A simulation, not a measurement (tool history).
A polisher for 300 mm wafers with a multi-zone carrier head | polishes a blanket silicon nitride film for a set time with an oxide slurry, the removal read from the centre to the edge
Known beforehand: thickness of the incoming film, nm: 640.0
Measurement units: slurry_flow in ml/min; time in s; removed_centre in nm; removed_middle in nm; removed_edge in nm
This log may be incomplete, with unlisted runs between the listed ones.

run 1 hour=0 | slurry_flow=220 centre_zone=1 middle_zone=1 edge_zone=1 slurry_solids=1 time=64 | removed_centre=22.588 removed_middle=22.042 removed_edge=21.534
run 2 hour=2.3 | slurry_flow=220 centre_zone=1.01 middle_zone=0.99 edge_zone=0.96 slurry_solids=0.9 time=64 | removed_centre=21.653 removed_middle=20.771 removed_edge=20.6
run 3 hour=11.2 | slurry_flow=230 centre_zone=1.03 middle_zone=1 edge_zone=0.93 slurry_solids=0.8 time=62 | removed_centre=19.868 removed_middle=19.118 removed_edge=18.416
run 4 hour=12.5 | slurry_flow=230 centre_zone=1.09 middle_zone=1 edge_zone=0.93 slurry_solids=0.8 time=62 | removed_centre=21.481 removed_middle=18.983 removed_edge=18.14
run 5 hour=13.5 | slurry_flow=230 centre_zone=1.09 middle_zone=1 edge_zone=0.91 slurry_solids=0.75 time=62 | removed_centre=20.299 removed_middle=18.36 removed_edge=17.237
run 6 hour=18.9 | slurry_flow=230 centre_zone=1.15 middle_zone=1 edge_zone=0.91 slurry_solids=0.75 time=62 | removed_centre=21.641 removed_middle=18.355 removed_edge=17.289
run 7 hour=27.2 | slurry_flow=225 centre_zone=1.14 middle_zone=0.99 edge_zone=0.89 slurry_solids=0.7 time=62 | removed_centre=20.407 removed_middle=17.66 removed_edge=16.605
run 8 hour=32.2 | slurry_flow=215 centre_zone=1.14 middle_zone=0.98 edge_zone=0.87 slurry_solids=0.7 time=62 | removed_centre=20.356 removed_middle=17.404 removed_edge=16.048
run 9 hour=40.7 | slurry_flow=205 centre_zone=1.12 middle_zone=0.97 edge_zone=0.86 slurry_solids=0.7 time=62 | removed_centre=19.72 removed_middle=16.965 removed_edge=16.43
run 10 hour=46.9 | slurry_flow=200 centre_zone=1.1 middle_zone=1.01 edge_zone=0.83 slurry_solids=0.5 time=62 | removed_centre=15.528 removed_middle=13.859 removed_edge=12.597
run 11 hour=52.5 | slurry_flow=225 centre_zone=1.1 middle_zone=1.01 edge_zone=0.86 slurry_solids=0.5 time=62 | removed_centre=15.589 removed_middle=14.136 removed_edge=13.176
run 12 hour=56.8 | slurry_flow=235 centre_zone=1.11 middle_zone=1.02 edge_zone=0.89 slurry_solids=0.5 time=62 | removed_centre=15.782 removed_middle=14.34 removed_edge=13.222
run 13 hour=59.4 | slurry_flow=245 centre_zone=1.12 middle_zone=1.02 edge_zone=0.91 slurry_solids=0.5 time=62 | removed_centre=16.122 removed_middle=14.346 removed_edge=13.228
run 14 hour=60.3 | slurry_flow=245 centre_zone=1.12 middle_zone=1.02 edge_zone=0.91 slurry_solids=0.5 time=62 | removed_centre=16.122 removed_middle=14.441 removed_edge=13.093
run 15 hour=61.1 | slurry_flow=300 centre_zone=1.17 middle_zone=1.09 edge_zone=1.01 slurry_solids=0.6 time=62 | removed_centre=19.525 removed_middle=17.626 removed_edge=16.109
run 16 hour=61.7 | slurry_flow=290 centre_zone=1.16 middle_zone=1.08 edge_zone=1 slurry_solids=0.6 time=62 | removed_centre=19.224 removed_middle=17.484 removed_edge=15.647
run 17 hour=67.8 | slurry_flow=280 centre_zone=1.15 middle_zone=1.07 edge_zone=0.99 slurry_solids=0.6 time=62 | removed_centre=19.245 removed_middle=17.261 removed_edge=15.814
run 18 hour=76.7 | slurry_flow=280 centre_zone=1.14 middle_zone=1.06 edge_zone=0.98 slurry_solids=0.6 time=62 | removed_centre=18.708 removed_middle=17.163 removed_edge=15.738
run 19 hour=79.6 | slurry_flow=270 centre_zone=1.14 middle_zone=1.05 edge_zone=0.98 slurry_solids=0.6 time=62 | removed_centre=18.791 removed_middle=16.853 removed_edge=15.759

Run 20 has not been measured yet. What should we expect?
run 20 hour=81.5 | slurry_flow=265 centre_zone=1.14 middle_zone=1.05 edge_zone=0.97 slurry_solids=0.6 time=62 | removed_centre=? removed_middle=? removed_edge=?

removed_centre: 18.583 nm
removed_middle: 16.77 nm
removed_edge: 15.602 nm
